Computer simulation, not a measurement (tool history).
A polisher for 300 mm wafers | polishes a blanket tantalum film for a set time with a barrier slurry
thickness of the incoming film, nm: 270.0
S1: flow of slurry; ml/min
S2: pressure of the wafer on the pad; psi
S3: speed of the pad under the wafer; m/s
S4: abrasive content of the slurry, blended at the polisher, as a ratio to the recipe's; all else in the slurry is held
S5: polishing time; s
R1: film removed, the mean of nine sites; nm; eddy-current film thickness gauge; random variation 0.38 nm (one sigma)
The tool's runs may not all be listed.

run    day   S1   S2    S3    S4  S5      R1
  1      0  275  2.3  1.18     1  22  44.052
  2  0.117  275  2.3  1.18     1  19  37.341
  3  0.146  275  2.3  1.42     1  19  42.709
  4  0.479  275  2.3  1.42  1.15  19  45.351
  5  0.812  275  2.3  1.42  1.15  22  52.026
  6  0.921  275  2.3  1.42  1.35  22  55.635
  7  1.267  275  2.1   1.4  1.35  22  51.105

The next listed run, before its measurement:
  8  1.612  275   2  1.36  1.35  22   ?

{"run 8": {"R1": 46.747}}
